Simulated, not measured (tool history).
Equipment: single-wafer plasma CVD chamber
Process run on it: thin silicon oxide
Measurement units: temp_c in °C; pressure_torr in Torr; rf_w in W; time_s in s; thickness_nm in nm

run,hour,temp_c,pressure_torr,rf_w,time_s,thickness_nm
1,0,405,0.896,250,4.68,8.1979
2,5.5,405,0.95,250,4.68,8.6634
3,9.4,399,0.95,250,4.68,8.672
4,10,389,0.95,250,4.68,8.7713
5,12.7,389,0.95,220,4.68,8.2502
6,17.4,389,0.95,220,4.82,8.4879
7,25.9,389,0.881,220,4.82,8.0067
8,27.4,389,0.827,220,4.82,7.5453
9,36,389,0.794,220,4.82,7.2974

Run 10, settings as shown, results not yet in. Your forecast:
10,38.5,389,0.7,215,4.82,?

{"run 10": {"thickness_nm": 6.4588}}
